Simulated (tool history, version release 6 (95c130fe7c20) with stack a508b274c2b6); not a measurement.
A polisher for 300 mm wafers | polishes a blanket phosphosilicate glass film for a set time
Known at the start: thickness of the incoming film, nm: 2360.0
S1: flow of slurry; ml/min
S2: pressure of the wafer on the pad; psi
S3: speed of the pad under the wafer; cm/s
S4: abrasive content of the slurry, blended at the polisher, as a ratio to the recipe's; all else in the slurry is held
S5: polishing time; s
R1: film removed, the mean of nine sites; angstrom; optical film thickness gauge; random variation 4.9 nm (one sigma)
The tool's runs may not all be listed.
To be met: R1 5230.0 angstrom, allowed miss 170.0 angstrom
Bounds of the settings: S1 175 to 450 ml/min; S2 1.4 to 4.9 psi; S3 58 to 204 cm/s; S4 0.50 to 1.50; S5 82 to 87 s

Run 1, hour 0.0: S1 290 ml/min, S2 3.1 psi, S3 130 cm/s, S4 1.00, S5 82 s. Result: R1 9371.0 angstrom.
Run 2, hour 3.4: S1 290 ml/min, S2 2.6 psi, S3 128 cm/s, S4 1.00, S5 82 s. Result: R1 8145.1 angstrom.
Run 3, hour 7.1: S1 290 ml/min, S2 2.3 psi, S3 122 cm/s, S4 1.00, S5 82 s. Result: R1 7011.8 angstrom.
Run 4, hour 8.2: S1 335 ml/min, S2 2.3 psi, S3 122 cm/s, S4 1.00, S5 82 s. Result: R1 7125.6 angstrom.
Run 5, hour 13.7: S1 335 ml/min, S2 2.3 psi, S3 122 cm/s, S4 1.10, S5 82 s. Result: R1 7604.3 angstrom.
Run 6, hour 17.7: S1 335 ml/min, S2 1.6 psi, S3 122 cm/s, S4 1.10, S5 82 s. Result: R1 5860.2 angstrom.
Run 7, hour 19.2: S1 330 ml/min, S2 1.5 psi, S3 120 cm/s, S4 1.10, S5 82 s. Result: R1 5507.6 angstrom.
Run 8, hour 21.3: S1 325 ml/min, S2 1.5 psi, S3 120 cm/s, S4 1.10, S5 82 s. Result: R1 5525.1 angstrom.
Run 9, hour 22.7: S1 320 ml/min, S2 1.5 psi, S3 120 cm/s, S4 1.10, S5 82 s. Result: R1 5574.0 angstrom.
Run 10, hour 28.0: S1 320 ml/min, S2 1.5 psi, S3 118 cm/s, S4 1.10, S5 82 s. Result: R1 5453.5 angstrom.
At hour 32.6: head pressure recalibrated.
Run 11, hour 32.6: S1 320 ml/min, S2 1.4 psi, S3 116 cm/s, S4 1.10, S5 82 s. Result: R1 4705.7 angstrom.
Run 12, hour 33.4: S1 335 ml/min, S2 1.4 psi, S3 116 cm/s, S4 1.10, S5 82 s. Result: R1 4765.2 angstrom.
Run 13, hour 41.5: S1 325 ml/min, S2 1.4 psi, S3 116 cm/s, S4 1.10, S5 82 s. Result: R1 4750.5 angstrom.
Run 14, hour 47.9: S1 340 ml/min, S2 1.4 psi, S3 116 cm/s, S4 1.10, S5 82 s. Result: R1 4745.0 angstrom.
Run 15, hour 50.1: S1 325 ml/min, S2 1.4 psi, S3 116 cm/s, S4 1.10, S5 82 s. Result: R1 4699.8 angstrom.
Run 16, hour 50.7: S1 345 ml/min, S2 1.4 psi, S3 116 cm/s, S4 1.10, S5 82 s. Result: R1 4718.3 angstrom.
Run 17, hour 56.0: S1 325 ml/min, S2 1.4 psi, S3 116 cm/s, S4 1.10, S5 82 s. Result: R1 4687.6 angstrom.
Run 18, hour 58.0: S1 345 ml/min, S2 1.4 psi, S3 116 cm/s, S4 1.10, S5 82 s. Result: R1 4757.9 angstrom.
Run 19, hour 64.8: S1 330 ml/min, S2 1.4 psi, S3 116 cm/s, S4 1.10, S5 82 s. Result: R1 4674.1 angstrom.
Run 20, hour 72.0: S1 330 ml/min, S2 1.5 psi, S3 116 cm/s, S4 1.10, S5 82 s. Result: R1 4866.4 angstrom.

Which of these 5 next moves meets every target?
Run A, hour 79.2: S1 295 ml/min, S2 1.4 psi, S3 116 cm/s, S4 1.10, S5 83 s. Result: R1 ?.
Run B, hour 79.2: S1 250 ml/min, S2 1.4 psi, S3 142 cm/s, S4 1.15, S5 82 s. Result: R1 ?.
Run C, hour 79.2: S1 310 ml/min, S2 1.6 psi, S3 118 cm/s, S4 1.00, S5 86 s. Result: R1 ?.
Run D, hour 79.2: S1 185 ml/min, S2 1.4 psi, S3 120 cm/s, S4 1.00, S5 87 s. Result: R1 ?.
Run E, hour 79.2: S1 325 ml/min, S2 1.7 psi, S3 110 cm/s, S4 0.95, S5 83 s. Result: R1 ?.

move      R1
   A  4771.0
   B  5585.7
   C  5187.8
   D  4603.4
   E  4789.1
A: further off than the last run
B: takes the result that was furthest off past its target
C: meets every target
D: further off than the last run
E: further off than the last run
The right move is C.
